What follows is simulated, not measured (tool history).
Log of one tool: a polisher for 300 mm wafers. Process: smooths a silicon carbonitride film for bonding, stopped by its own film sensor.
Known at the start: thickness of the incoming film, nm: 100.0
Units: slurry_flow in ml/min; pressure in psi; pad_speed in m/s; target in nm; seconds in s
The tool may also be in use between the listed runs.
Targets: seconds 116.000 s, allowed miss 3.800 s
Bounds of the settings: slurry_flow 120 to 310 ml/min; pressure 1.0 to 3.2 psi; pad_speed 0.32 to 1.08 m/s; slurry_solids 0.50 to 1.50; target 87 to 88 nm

{"run": 1, "day": 0.0, "slurry_flow": 200, "pressure": 2.1, "pad_speed": 0.7, "slurry_solids": 1.0, "target": 87, "seconds": 56.674}
{"run": 2, "day": 0.067, "slurry_flow": 200, "pressure": 2.0, "pad_speed": 0.68, "slurry_solids": 1.0, "target": 87, "seconds": 61.202}
{"run": 3, "day": 0.225, "slurry_flow": 200, "pressure": 2.0, "pad_speed": 0.68, "slurry_solids": 0.85, "target": 87, "seconds": 66.518}
{"run": 4, "day": 0.304, "slurry_flow": 200, "pressure": 2.0, "pad_speed": 0.68, "slurry_solids": 1.0, "target": 87, "seconds": 62.393}
{"run": 5, "day": 0.642, "slurry_flow": 200, "pressure": 2.0, "pad_speed": 0.68, "slurry_solids": 0.8, "target": 87, "seconds": 69.604}
{"run": 6, "day": 0.783, "slurry_flow": 200, "pressure": 1.9, "pad_speed": 0.68, "slurry_solids": 0.8, "target": 87, "seconds": 73.575}
{"run": 7, "day": 0.996, "slurry_flow": 200, "pressure": 1.8, "pad_speed": 0.68, "slurry_solids": 0.8, "target": 87, "seconds": 77.615}
{"run": 8, "day": 1.017, "slurry_flow": 200, "pressure": 1.7, "pad_speed": 0.68, "slurry_solids": 0.8, "target": 87, "seconds": 81.545}
{"run": 9, "day": 1.246, "slurry_flow": 200, "pressure": 1.6, "pad_speed": 0.68, "slurry_solids": 0.8, "target": 87, "seconds": 85.149}
{"run": 10, "day": 1.525, "slurry_flow": 200, "pressure": 1.5, "pad_speed": 0.68, "slurry_solids": 0.8, "target": 87, "seconds": 88.768}
{"run": 11, "day": 1.625, "slurry_flow": 200, "pressure": 1.4, "pad_speed": 0.68, "slurry_solids": 0.8, "target": 87, "seconds": 96.074}
{"run": 12, "day": 1.946, "slurry_flow": 195, "pressure": 1.2, "pad_speed": 0.68, "slurry_solids": 0.8, "target": 87, "seconds": 105.53}

Which of these 5 next moves meets every target?
{"run": "A", "day": 2.267, "slurry_flow": 190, "pressure": 1.2, "pad_speed": 0.78, "slurry_solids": 0.7, "target": 87, "seconds": "?"}
{"run": "B", "day": 2.267, "slurry_flow": 220, "pressure": 1.4, "pad_speed": 0.6, "slurry_solids": 0.9, "target": 87, "seconds": "?"}
{"run": "C", "day": 2.267, "slurry_flow": 170, "pressure": 1.5, "pad_speed": 0.62, "slurry_solids": 0.75, "target": 88, "seconds": "?"}
{"run": "D", "day": 2.267, "slurry_flow": 195, "pressure": 1.0, "pad_speed": 0.76, "slurry_solids": 0.8, "target": 87, "seconds": "?"}
{"run": "E", "day": 2.267, "slurry_flow": 230, "pressure": 1.6, "pad_speed": 0.5, "slurry_solids": 0.85, "target": 87, "seconds": "?"}

move=A seconds=110.340
move=B seconds=94.128
move=C seconds=92.968
move=D seconds=117.910
move=E seconds=94.691
A: nearer than the last run, and not there yet
B: further off than the last run
C: further off than the last run
D: meets every target
E: further off than the last run
Answer: D

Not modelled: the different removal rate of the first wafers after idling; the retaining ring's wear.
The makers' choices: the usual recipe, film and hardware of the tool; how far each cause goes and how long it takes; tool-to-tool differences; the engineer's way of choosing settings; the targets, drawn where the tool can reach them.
